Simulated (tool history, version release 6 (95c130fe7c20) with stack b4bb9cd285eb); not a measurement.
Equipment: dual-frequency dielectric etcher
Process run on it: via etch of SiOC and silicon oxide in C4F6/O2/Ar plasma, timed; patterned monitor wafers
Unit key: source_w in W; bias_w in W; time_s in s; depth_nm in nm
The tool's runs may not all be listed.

Run 1, hour 0.0: source_w 280 W, bias_w 123 W, time_s 107 s. Result: depth_nm 84.185 nm.
Run 2, hour 0.7: source_w 290 W, bias_w 124 W, time_s 107 s. Result: depth_nm 85.650 nm.
Run 3, hour 3.0: source_w 240 W, bias_w 124 W, time_s 107 s. Result: depth_nm 80.898 nm.
Run 4, hour 6.0: source_w 240 W, bias_w 124 W, time_s 107 s. Result: depth_nm 80.752 nm.
Run 5, hour 14.4: source_w 250 W, bias_w 126 W, time_s 107 s. Result: depth_nm 82.266 nm.
Run 6, hour 16.6: source_w 260 W, bias_w 128 W, time_s 107 s. Result: depth_nm 84.096 nm.
Run 7, hour 18.4: source_w 270 W, bias_w 129 W, time_s 107 s. Result: depth_nm 83.931 nm.

For run 8, what comes out?
Run 8, hour 23.0: source_w 280 W, bias_w 131 W, time_s 107 s. Result: depth_nm ?.

depth_nm: 86.106 nm
